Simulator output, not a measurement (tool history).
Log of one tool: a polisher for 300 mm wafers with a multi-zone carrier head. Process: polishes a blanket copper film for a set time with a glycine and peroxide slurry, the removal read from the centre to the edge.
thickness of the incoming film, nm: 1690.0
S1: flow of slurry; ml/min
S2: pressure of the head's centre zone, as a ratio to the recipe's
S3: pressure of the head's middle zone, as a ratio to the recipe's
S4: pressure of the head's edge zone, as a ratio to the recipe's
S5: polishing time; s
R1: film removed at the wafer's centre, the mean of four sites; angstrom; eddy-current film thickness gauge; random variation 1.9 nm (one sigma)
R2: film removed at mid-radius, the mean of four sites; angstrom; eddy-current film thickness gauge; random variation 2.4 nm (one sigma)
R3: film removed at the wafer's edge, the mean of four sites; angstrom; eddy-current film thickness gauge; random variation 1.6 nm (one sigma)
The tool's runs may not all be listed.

Run 1, hour 0: S1 300 ml/min, S2 1, S3 1, S4 1, S5 32 s. Result: R1 2480.1 angstrom, R2 2523.2 angstrom, R3 2532.8 angstrom.
Run 2, hour 0.9: S1 295 ml/min, S2 0.97, S3 0.97, S4 0.98, S5 31 s. Result: R1 2316.3 angstrom, R2 2383.4 angstrom, R3 2483.6 angstrom.
Run 3, hour 5.5: S1 295 ml/min, S2 0.96, S3 0.96, S4 0.97, S5 29 s. Result: R1 2142.8 angstrom, R2 2182.1 angstrom, R3 2264.8 angstrom.
Run 4, hour 6.7: S1 295 ml/min, S2 0.96, S3 0.96, S4 0.97, S5 37 s. Result: R1 2709.5 angstrom, R2 2835.4 angstrom, R3 2919.1 angstrom.
Run 5, hour 14.1: S1 295 ml/min, S2 0.99, S3 0.96, S4 0.97, S5 37 s. Result: R1 2785.5 angstrom, R2 2837.1 angstrom, R3 2941.9 angstrom.
Run 6, hour 20.3: S1 295 ml/min, S2 0.99, S3 0.96, S4 0.89, S5 37 s. Result: R1 2837.6 angstrom, R2 2814.4 angstrom, R3 2785.1 angstrom.
Run 7, hour 27.6: S1 290 ml/min, S2 0.95, S3 0.94, S4 0.88, S5 35 s. Result: R1 2567.9 angstrom, R2 2574.3 angstrom, R3 2631.3 angstrom.
Run 8, hour 35.5: S1 285 ml/min, S2 0.92, S3 0.93, S4 0.87, S5 33 s. Result: R1 2352.8 angstrom, R2 2396.8 angstrom, R3 2490.4 angstrom.
Run 9, hour 39: S1 280 ml/min, S2 0.9, S3 0.93, S4 0.86, S5 31 s. Result: R1 2168.8 angstrom, R2 2287.8 angstrom, R3 2330.2 angstrom.
Run 10, hour 42.1: S1 280 ml/min, S2 0.89, S3 0.92, S4 0.86, S5 30 s. Result: R1 2078 angstrom, R2 2176.8 angstrom, R3 2240.1 angstrom.
Run 11, hour 46.2: S1 280 ml/min, S2 0.89, S3 0.92, S4 0.86, S5 30 s. Result: R1 2088.2 angstrom, R2 2213.7 angstrom, R3 2244.2 angstrom.
Run 12, hour 52.3: S1 275 ml/min, S2 0.88, S3 0.9, S4 0.86, S5 29 s. Result: R1 1979.7 angstrom, R2 2088.8 angstrom, R3 2199.2 angstrom.
Run 13, hour 56.1: S1 275 ml/min, S2 0.87, S3 0.89, S4 0.85, S5 28 s. Result: R1 1906.7 angstrom, R2 1978.2 angstrom, R3 2080.5 angstrom.
Run 14, hour 57.4: S1 275 ml/min, S2 0.86, S3 0.88, S4 0.85, S5 28 s. Result: R1 1870.8 angstrom, R2 1927.7 angstrom, R3 2066.5 angstrom.
Run 15, hour 58.4: S1 275 ml/min, S2 0.85, S3 0.88, S4 0.85, S5 28 s. Result: R1 1829.9 angstrom, R2 1973 angstrom, R3 2087.6 angstrom.

The next listed run, before its measurement:
Run 16, hour 62.2: S1 275 ml/min, S2 0.85, S3 0.87, S4 0.85, S5 28 s. Result: R1 ?, R2 ?, R3 ?.

R1: 1862.3 angstrom
R2: 1948.3 angstrom
R3: 2070.1 angstrom

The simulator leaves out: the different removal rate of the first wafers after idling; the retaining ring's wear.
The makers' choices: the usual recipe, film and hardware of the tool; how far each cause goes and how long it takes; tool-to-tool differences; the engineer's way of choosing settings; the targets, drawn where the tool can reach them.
